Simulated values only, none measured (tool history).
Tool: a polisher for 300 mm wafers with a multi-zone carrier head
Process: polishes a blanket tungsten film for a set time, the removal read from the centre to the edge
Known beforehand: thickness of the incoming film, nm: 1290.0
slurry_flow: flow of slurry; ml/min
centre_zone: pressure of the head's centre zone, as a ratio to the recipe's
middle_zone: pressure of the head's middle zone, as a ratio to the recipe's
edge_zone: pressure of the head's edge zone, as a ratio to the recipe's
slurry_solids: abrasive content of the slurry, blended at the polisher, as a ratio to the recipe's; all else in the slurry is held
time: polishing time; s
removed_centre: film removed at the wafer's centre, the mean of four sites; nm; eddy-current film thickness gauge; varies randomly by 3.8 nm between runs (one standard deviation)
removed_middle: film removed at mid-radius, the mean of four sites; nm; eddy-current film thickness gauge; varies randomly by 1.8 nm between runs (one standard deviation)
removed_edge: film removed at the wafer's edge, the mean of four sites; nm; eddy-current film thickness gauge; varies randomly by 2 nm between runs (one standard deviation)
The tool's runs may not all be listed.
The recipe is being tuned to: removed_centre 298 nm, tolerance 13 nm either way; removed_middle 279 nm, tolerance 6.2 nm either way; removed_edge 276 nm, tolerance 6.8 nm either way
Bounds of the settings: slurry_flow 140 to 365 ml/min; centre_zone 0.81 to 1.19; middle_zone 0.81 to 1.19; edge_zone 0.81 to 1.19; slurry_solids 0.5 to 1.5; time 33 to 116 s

run	hour	slurry_flow	centre_zone	middle_zone	edge_zone	slurry_solids	time	removed_centre	removed_middle	removed_edge
1	0	235	1	1	1	1	74	354.02	359.69	367
2	7.9	230	1.01	0.98	0.96	0.85	73	341.19	342.1	345.24
3	15.9	225	1.02	0.96	0.93	0.75	71	334.78	316	321.68
4	20.7	215	1.01	0.95	0.9	0.7	70	322.41	300.94	307.85
5	29.7	215	1.01	0.95	0.9	0.6	70	304.16	295.41	298.69
6	35.6	215	1.01	1	0.9	0.6	70	312.82	308.27	297.35
7	42.6	205	1.01	0.99	0.88	0.6	70	302.98	306.79	297.29
8	50.4	215	1.08	0.94	0.84	0.5	66	298.98	265.29	264.24
9	53	225	1.07	0.95	0.85	0.5	66	292.3	269.15	263.62
10	56.5	225	1.07	0.95	0.85	0.5	66	300.39	268.78	264.69

Which one of the following 4 next-run settings gets every result inside its allowed miss? There is exactly one.
A	60	210	1.04	0.95	0.87	0.5	69	?	?	?
B	60	140	1.08	0.91	0.97	0.6	68	?	?	?
C	60	205	1.11	0.92	0.81	0.5	71	?	?	?
D	60	155	1.01	0.91	0.88	0.5	74	?	?	?

move	removed_centre	removed_middle	removed_edge
A	299.22	278.54	280.52
B	301.18	262.06	291.46
C	327.31	278.27	279.25
D	300.27	278.79	295.23
A: hits every target within its allowed miss
B: carries the result that was furthest off beyond its target, to the other side
C: puts the biggest miss on target and leaves a different result outside tolerance
D: carries the result that was furthest off beyond its target, to the other side
Answer: A
